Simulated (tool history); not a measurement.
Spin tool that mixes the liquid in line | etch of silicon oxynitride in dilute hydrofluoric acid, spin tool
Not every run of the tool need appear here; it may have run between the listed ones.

run  hour  temperature setpoint of the liquid (°C)  parts of water to one part of 49 % hydrofluoric acid (parts by volume)  time under the liquid (s)  thickness taken off the silicon oxynitride on a monitor wafer (nm)
  1     0                                       25                                                                      95                        275                                                              14.011
  2   8.8                                     26.5                                                                      95                        275                                                              14.947
  3  10.6                                       24                                                                      95                        275                                                              13.507
  4  11.9                                       26                                                                      95                        275                                                              14.776
  5  18.8                                       26                                                                      95                        275                                                              14.904
  6  22.1                                       27                                                                      95                        275                                                              15.747

Forecast run 7:
  7  25.6                                     27.5                                                                      95                        275                                                                   ?

{"run 7": {"thickness taken off the silicon oxynitride on a monitor wafer (nm)": 15.588}}

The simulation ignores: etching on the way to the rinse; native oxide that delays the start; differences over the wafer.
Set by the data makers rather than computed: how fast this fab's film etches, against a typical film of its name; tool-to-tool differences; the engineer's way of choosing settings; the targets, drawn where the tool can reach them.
